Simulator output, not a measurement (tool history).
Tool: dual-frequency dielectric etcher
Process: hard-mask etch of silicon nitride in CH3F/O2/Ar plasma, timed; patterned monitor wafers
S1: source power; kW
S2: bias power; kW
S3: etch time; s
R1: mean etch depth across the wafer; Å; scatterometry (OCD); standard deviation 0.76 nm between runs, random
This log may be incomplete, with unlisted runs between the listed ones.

| run | hour | S1 | S2 | S3 | R1 |
|---|---|---|---|---|---|
| 1 | 0 | 0.48 | 0.097 | 178 | 1415.3 |
| 2 | 4.3 | 0.48 | 0.097 | 178 | 1424 |
| 3 | 10.3 | 0.54 | 0.097 | 178 | 1475 |
| 4 | 13.8 | 0.54 | 0.097 | 164.5 | 1369.2 |
| 5 | 14.5 | 0.61 | 0.097 | 164.5 | 1434.2 |
| 6 | 20.5 | 0.61 | 0.105 | 164.5 | 1465.1 |
| 7 | 27.5 | 0.54 | 0.096 | 164.5 | 1367.9 |
| 8 | 36.4 | 0.49 | 0.092 | 164.5 | 1297.6 |
| 9 | 38 | 0.46 | 0.09 | 164.5 | 1262.4 |

For run 10, what comes out?
| 10 | 46.5 | 0.44 | 0.089 | 164.5 | ? |

R1: 1224 Å
